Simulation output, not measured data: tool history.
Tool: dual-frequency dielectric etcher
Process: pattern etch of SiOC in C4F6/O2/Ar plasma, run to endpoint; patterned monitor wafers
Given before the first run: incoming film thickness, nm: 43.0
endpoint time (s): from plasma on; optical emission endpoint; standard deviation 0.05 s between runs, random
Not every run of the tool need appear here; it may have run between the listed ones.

Run 1, day 0.000: bias power (kW) 0.633, source power (kW) 0.240. Result: endpoint time (s) 15.592.
Run 2, day 0.375: bias power (kW) 0.725, source power (kW) 0.240. Result: endpoint time (s) 14.968.
Run 3, day 0.692: bias power (kW) 0.736, source power (kW) 0.240. Result: endpoint time (s) 14.871.
Run 4, day 0.946: bias power (kW) 0.736, source power (kW) 0.220. Result: endpoint time (s) 15.453.
Run 5, day 1.254: bias power (kW) 0.748, source power (kW) 0.220. Result: endpoint time (s) 15.178.
Run 6, day 1.446: bias power (kW) 0.655, source power (kW) 0.220. Result: endpoint time (s) 16.059.
Run 7, day 1.496: bias power (kW) 0.673, source power (kW) 0.220. Result: endpoint time (s) 15.748.
Run 8, day 1.571: bias power (kW) 0.689, source power (kW) 0.220. Result: endpoint time (s) 15.769.
Run 9, day 1.671: bias power (kW) 0.704, source power (kW) 0.220. Result: endpoint time (s) 15.527.
Run 10, day 1.825: bias power (kW) 0.719, source power (kW) 0.220. Result: endpoint time (s) 15.543.

What will run 11 give?
Run 11, day 2.067: bias power (kW) 0.732, source power (kW) 0.220. Result: endpoint time (s) ?.

endpoint time (s): 15.381

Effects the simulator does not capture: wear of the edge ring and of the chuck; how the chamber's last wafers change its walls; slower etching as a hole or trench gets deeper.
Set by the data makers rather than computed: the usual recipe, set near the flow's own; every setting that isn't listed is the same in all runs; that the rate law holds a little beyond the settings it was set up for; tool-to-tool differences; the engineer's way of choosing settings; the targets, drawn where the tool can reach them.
